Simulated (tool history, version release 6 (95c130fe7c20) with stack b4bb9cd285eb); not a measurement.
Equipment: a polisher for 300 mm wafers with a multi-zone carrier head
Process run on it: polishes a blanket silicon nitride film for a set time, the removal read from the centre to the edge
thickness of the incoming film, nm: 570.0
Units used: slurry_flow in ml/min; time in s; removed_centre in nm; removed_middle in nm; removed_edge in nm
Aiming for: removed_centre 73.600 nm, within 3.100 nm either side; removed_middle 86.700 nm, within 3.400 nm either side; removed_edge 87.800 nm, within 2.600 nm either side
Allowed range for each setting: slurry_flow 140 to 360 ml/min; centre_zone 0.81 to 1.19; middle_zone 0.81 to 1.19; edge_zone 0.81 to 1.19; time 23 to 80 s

| run | hour | slurry_flow | centre_zone | middle_zone | edge_zone | time | removed_centre | removed_middle | removed_edge |
|---|---|---|---|---|---|---|---|---|---|
| 1 | 0.0 | 230 | 1.00 | 1.00 | 1.00 | 51 | 151.760 | 150.520 | 151.750 |
| 2 | 3.6 | 230 | 0.95 | 1.00 | 1.00 | 51 | 144.620 | 154.050 | 149.530 |
| 3 | 6.7 | 220 | 0.92 | 0.98 | 1.01 | 46 | 122.950 | 137.880 | 135.160 |
| 4 | 10.1 | 215 | 0.91 | 0.95 | 0.99 | 42 | 113.380 | 118.890 | 123.200 |
| 5 | 18.4 | 215 | 0.91 | 0.95 | 1.03 | 42 | 110.970 | 119.250 | 125.240 |
| 6 | 27.4 | 215 | 0.91 | 0.95 | 1.03 | 47 | 123.190 | 132.660 | 138.300 |
| 7 | 34.1 | 210 | 0.89 | 0.95 | 1.01 | 43 | 113.920 | 123.830 | 126.690 |
| 8 | 41.4 | 210 | 0.88 | 0.95 | 1.01 | 39 | 101.470 | 108.290 | 113.360 |
| 9 | 49.3 | 205 | 0.87 | 0.96 | 1.02 | 37 | 93.055 | 106.260 | 109.840 |
| 10 | 53.2 | 200 | 0.86 | 0.96 | 1.01 | 35 | 88.638 | 100.360 | 100.830 |
| 11 | 57.3 | 175 | 0.81 | 0.96 | 1.05 | 28 | 64.610 | 77.091 | 81.913 |
| 12 | 64.3 | 175 | 0.81 | 0.96 | 1.05 | 28 | 63.836 | 77.495 | 82.784 |
| 13 | 70.0 | 190 | 0.82 | 0.96 | 1.04 | 28 | 67.405 | 80.418 | 81.334 |
| 14 | 77.2 | 195 | 0.83 | 0.96 | 1.05 | 29 | 70.267 | 84.048 | 85.643 |
| 15 | 84.9 | 200 | 0.83 | 0.96 | 1.05 | 29 | 68.804 | 81.686 | 85.765 |
| 16 | 91.6 | 205 | 0.84 | 0.96 | 1.05 | 29 | 70.004 | 82.836 | 86.164 |
| 17 | 98.3 | 210 | 0.84 | 0.96 | 1.05 | 29 | 70.477 | 83.071 | 86.744 |

5 candidate next runs follow, results not yet known. Just one meets every target within its allowed miss. Identify it.
| A | 105.0 | 225 | 0.84 | 1.05 | 1.00 | 30 | ? | ? | ? |
| B | 105.0 | 180 | 0.88 | 0.85 | 1.09 | 30 | ? | ? | ? |
| C | 105.0 | 210 | 0.81 | 0.99 | 1.19 | 29 | ? | ? | ? |
| D | 105.0 | 205 | 0.84 | 0.97 | 1.03 | 30 | ? | ? | ? |
| E | 105.0 | 245 | 0.81 | 1.00 | 1.12 | 28 | ? | ? | ? |

| move | removed_centre | removed_middle | removed_edge |
|---|---|---|---|
| A | 72.911 | 94.078 | 88.485 |
| B | 73.760 | 76.447 | 89.991 |
| C | 67.252 | 85.758 | 91.759 |
| D | 71.905 | 86.930 | 88.889 |
| E | 66.315 | 85.107 | 87.421 |
A: takes the biggest miss from the last run beyond its target
B: its largest miss is bigger than the last run's
C: corrects the largest miss of the last run, while another result sits out of spec
D: all results in spec
E: corrects the largest miss of the last run, while another result sits out of spec
Move D is the one to make.
